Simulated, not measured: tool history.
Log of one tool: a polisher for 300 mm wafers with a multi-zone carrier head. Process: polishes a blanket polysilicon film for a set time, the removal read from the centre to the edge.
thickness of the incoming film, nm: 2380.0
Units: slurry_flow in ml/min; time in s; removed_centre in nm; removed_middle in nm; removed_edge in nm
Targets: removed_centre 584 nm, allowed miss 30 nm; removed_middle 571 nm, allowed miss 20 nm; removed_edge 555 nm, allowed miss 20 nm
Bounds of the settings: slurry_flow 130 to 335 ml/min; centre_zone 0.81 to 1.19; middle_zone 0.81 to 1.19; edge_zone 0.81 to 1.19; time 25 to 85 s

{"run": 1, "day": 0.0, "slurry_flow": 215, "centre_zone": 1, "middle_zone": 1, "edge_zone": 1, "time": 55, "removed_centre": 439.3, "removed_middle": 445.62, "removed_edge": 451.98}
{"run": 2, "day": 0.308, "slurry_flow": 215, "centre_zone": 0.93, "middle_zone": 1, "edge_zone": 1, "time": 55, "removed_centre": 407.23, "removed_middle": 442.32, "removed_edge": 449.27}
{"run": 3, "day": 0.538, "slurry_flow": 225, "centre_zone": 0.98, "middle_zone": 1.02, "edge_zone": 1.03, "time": 57, "removed_centre": 445.57, "removed_middle": 464.43, "removed_edge": 465.37}
{"run": 4, "day": 0.654, "slurry_flow": 225, "centre_zone": 0.98, "middle_zone": 1.06, "edge_zone": 1.03, "time": 57, "removed_centre": 460.37, "removed_middle": 479.22, "removed_edge": 480.94}
{"run": 5, "day": 0.962, "slurry_flow": 230, "centre_zone": 1, "middle_zone": 1.09, "edge_zone": 1.03, "time": 58, "removed_centre": 475.26, "removed_middle": 508.26, "removed_edge": 473.43}
{"run": 6, "day": 1.038, "slurry_flow": 230, "centre_zone": 1, "middle_zone": 1.09, "edge_zone": 1.08, "time": 58, "removed_centre": 483.93, "removed_middle": 506.07, "removed_edge": 495.58}
{"run": 7, "day": 1.229, "slurry_flow": 235, "centre_zone": 1.02, "middle_zone": 1.1, "edge_zone": 1.1, "time": 59, "removed_centre": 488.23, "removed_middle": 519.59, "removed_edge": 498.83}
{"run": 8, "day": 1.588, "slurry_flow": 235, "centre_zone": 1.04, "middle_zone": 1.09, "edge_zone": 1.1, "time": 61, "removed_centre": 517.86, "removed_middle": 530.1, "removed_edge": 528.37}
{"run": 9, "day": 1.675, "slurry_flow": 240, "centre_zone": 1.06, "middle_zone": 1.1, "edge_zone": 1.1, "time": 61, "removed_centre": 539.47, "removed_middle": 539.32, "removed_edge": 520.27}
{"run": 10, "day": 2.012, "slurry_flow": 245, "centre_zone": 1.07, "middle_zone": 1.1, "edge_zone": 1.11, "time": 62, "removed_centre": 549.66, "removed_middle": 542.52, "removed_edge": 528.32}

Which of these 4 next moves meets every target?
{"run": "A", "day": 2.35, "slurry_flow": 265, "centre_zone": 1.18, "middle_zone": 1.1, "edge_zone": 1.12, "time": 64, "removed_centre": "?", "removed_middle": "?", "removed_edge": "?"}
{"run": "B", "day": 2.35, "slurry_flow": 280, "centre_zone": 1.06, "middle_zone": 1.08, "edge_zone": 1.07, "time": 64, "removed_centre": "?", "removed_middle": "?", "removed_edge": "?"}
{"run": "C", "day": 2.35, "slurry_flow": 215, "centre_zone": 1.12, "middle_zone": 1.01, "edge_zone": 1.12, "time": 65, "removed_centre": "?", "removed_middle": "?", "removed_edge": "?"}
{"run": "D", "day": 2.35, "slurry_flow": 250, "centre_zone": 1.13, "middle_zone": 1.17, "edge_zone": 1.1, "time": 61, "removed_centre": "?", "removed_middle": "?", "removed_edge": "?"}

move=A removed_centre=632.94 removed_middle=579.14 removed_edge=566.11
move=B removed_centre=573.81 removed_middle=576.67 removed_edge=557.03
move=C removed_centre=583.03 removed_middle=530.1 removed_edge=559.15
move=D removed_centre=571.28 removed_middle=573.14 removed_edge=530.25
A: brings the result that was furthest off to its target, and leaves another outside
B: meets every target
C: further off than the last run
D: brings the result that was furthest off to its target, and leaves another outside
The right move is B.
